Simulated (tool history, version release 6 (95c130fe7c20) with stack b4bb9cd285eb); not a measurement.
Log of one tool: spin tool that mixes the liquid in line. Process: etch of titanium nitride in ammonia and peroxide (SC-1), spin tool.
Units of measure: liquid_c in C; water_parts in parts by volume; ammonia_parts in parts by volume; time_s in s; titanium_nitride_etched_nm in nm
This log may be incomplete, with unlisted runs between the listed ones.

run  hour  liquid_c  water_parts  ammonia_parts  time_s  titanium_nitride_etched_nm
  1     0        55         16.5            0.5     265                      12.607
  2   6.6        55           14            0.5     265                      13.786
  3  11.8      52.5           14            0.5     265                      11.731
  4  20.5      52.5           19            0.5     265                      9.7861
  5  25.5      52.5           19           0.35     265                      9.1724
  6  28.3        57           19           0.35     265                       12.47
  7  31.3        54           19           0.35     265                      10.158

Predict the results of run 8:
  8  32.9        52           19           0.35     265                           ?

Run 8 came out at titanium_nitride_etched_nm 8.9001 nm.

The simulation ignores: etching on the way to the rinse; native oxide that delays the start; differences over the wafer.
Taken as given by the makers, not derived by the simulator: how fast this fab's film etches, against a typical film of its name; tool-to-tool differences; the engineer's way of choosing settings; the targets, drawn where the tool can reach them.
